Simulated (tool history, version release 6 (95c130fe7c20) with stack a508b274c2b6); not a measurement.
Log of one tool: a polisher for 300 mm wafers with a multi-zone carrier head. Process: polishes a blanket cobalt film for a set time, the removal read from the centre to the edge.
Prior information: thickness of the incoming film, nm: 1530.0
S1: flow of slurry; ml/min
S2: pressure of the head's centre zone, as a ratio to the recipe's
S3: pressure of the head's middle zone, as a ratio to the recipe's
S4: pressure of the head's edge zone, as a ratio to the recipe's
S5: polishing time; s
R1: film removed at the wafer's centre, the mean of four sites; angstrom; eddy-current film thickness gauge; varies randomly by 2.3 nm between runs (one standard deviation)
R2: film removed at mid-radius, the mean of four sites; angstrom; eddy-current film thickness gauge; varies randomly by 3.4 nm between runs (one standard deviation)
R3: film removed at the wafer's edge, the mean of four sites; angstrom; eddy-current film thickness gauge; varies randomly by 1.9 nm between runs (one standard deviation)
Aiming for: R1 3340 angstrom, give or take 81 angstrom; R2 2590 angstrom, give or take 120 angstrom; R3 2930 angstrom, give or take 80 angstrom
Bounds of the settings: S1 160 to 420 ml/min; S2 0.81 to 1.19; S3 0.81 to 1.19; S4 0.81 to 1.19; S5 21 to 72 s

run  hour   S1    S2    S3    S4  S5      R1      R2      R3
  1     0  270     1     1     1  46  2979.7  2921.6  2958.6
  2   5.3  270     1     1     1  52    3392  3364.1  3303.6
  3    10  270     1  0.93     1  52    3361  3175.9  3337.4
  4  17.5  265  1.02  0.91  0.98  51  3370.2  3060.3    3233
  5  20.3  265  1.02  0.83  0.98  51  3368.8  2818.4  3227.4
  6  22.4  265  1.02  0.81  0.98  51  3359.9  2726.8  3244.4
  7  30.2  260  1.03  0.81  0.96  51  3344.7  2739.4  3173.1
  8  34.6  260  1.03  0.81  0.96  51  3386.8  2757.9  3185.7
  9  40.5  260  1.03  0.81  0.96  51  3336.4  2779.9  3166.3

Which single option among these 5 for the next run brings every result within its allowed miss of target? Just one does.
  A  46.4  295  0.96  0.81  1.06  53   ?   ?   ?
  B  46.4  220  0.99  0.91  0.85  52   ?   ?   ?
  C  46.4  230  0.93  0.89  0.85  55   ?   ?   ?
  D  46.4  280  1.06  0.81  1.17  47   ?   ?   ?
  E  46.4  255  1.09  0.81  0.92  48   ?   ?   ?

move      R1      R2      R3
   A  3285.5  2916.2  3496.7
   B    3246  3085.5  3040.2
   C  3248.5    3215  3224.2
   D  3186.1  2575.3  3251.9
   E  3317.1  2613.7  2936.3
A: further off than the last run
B: further off than the last run
C: further off than the last run
D: further off than the last run
E: meets every target
Answer: E
